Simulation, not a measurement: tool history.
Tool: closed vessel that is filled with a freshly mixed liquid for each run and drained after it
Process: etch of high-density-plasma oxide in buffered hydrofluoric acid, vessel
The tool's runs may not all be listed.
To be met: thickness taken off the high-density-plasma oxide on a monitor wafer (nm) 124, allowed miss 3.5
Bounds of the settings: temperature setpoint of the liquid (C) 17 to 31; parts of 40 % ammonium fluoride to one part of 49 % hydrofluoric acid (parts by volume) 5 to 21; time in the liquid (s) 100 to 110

| run | hour | temperature setpoint of the liquid (C) | parts of 40 % ammonium fluoride to one part of 49 % hydrofluoric acid (parts by volume) | time in the liquid (s) | thickness taken off the high-density-plasma oxide on a monitor wafer (nm) |
|---|---|---|---|---|---|
| 1 | 0 | 23 | 13 | 100 | 98.252 |
| 2 | 4 | 23.5 | 13 | 100 | 101.25 |
| 3 | 12.4 | 21.5 | 13 | 100 | 91.189 |
| 4 | 15.5 | 21.5 | 13 | 110 | 102.02 |
| 5 | 23.8 | 22 | 13 | 110 | 104.23 |
| 6 | 31.7 | 22.5 | 13 | 110 | 106.21 |
| 7 | 35.1 | 23 | 13 | 110 | 110.92 |
| 8 | 40 | 23.5 | 13 | 110 | 112.59 |
| 9 | 43.1 | 24 | 13 | 110 | 116.69 |
| 10 | 44 | 24.5 | 13 | 110 | 118.88 |

4 next moves are on the table. One of them brings every result within its allowed miss. Which?
| A | 44.9 | 20 | 8.5 | 100 | ? |
| B | 44.9 | 25 | 12 | 110 | ? |
| C | 44.9 | 26 | 12.5 | 110 | ? |
| D | 44.9 | 22.5 | 10.5 | 110 | ? |

| move | thickness taken off the high-density-plasma oxide on a monitor wafer (nm) |
|---|---|
| A | 123.19 |
| B | 131.4 |
| C | 133.27 |
| D | 130.57 |
A: meets every target
B: takes the result that was furthest off past its target
C: takes the result that was furthest off past its target
D: takes the result that was furthest off past its target
Move A is the one to make.

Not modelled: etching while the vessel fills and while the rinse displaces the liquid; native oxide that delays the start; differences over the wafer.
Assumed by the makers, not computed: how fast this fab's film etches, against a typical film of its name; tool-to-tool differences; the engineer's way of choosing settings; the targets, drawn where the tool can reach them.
